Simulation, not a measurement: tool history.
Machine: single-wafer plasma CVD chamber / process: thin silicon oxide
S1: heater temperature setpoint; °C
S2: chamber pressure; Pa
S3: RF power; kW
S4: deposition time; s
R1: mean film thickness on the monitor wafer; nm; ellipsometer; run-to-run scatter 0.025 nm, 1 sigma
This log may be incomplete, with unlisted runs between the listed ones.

run	hour	S1	S2	S3	S4	R1
1	0.0	415	72.3	0.260	4.35	4.6698
2	8.1	415	72.3	0.280	4.35	4.7473
3	11.3	415	75.5	0.280	4.35	4.9492
4	16.3	415	75.5	0.310	4.35	5.0474
5	25.2	415	75.5	0.310	4.49	5.2591
6	31.8	415	75.5	0.310	4.49	5.2259
7	32.9	415	89.9	0.310	4.49	6.2265

The next listed run, before its measurement:
8	36.9	415	90.1	0.310	4.49	?

{"run 8": {"R1": 6.2072}}
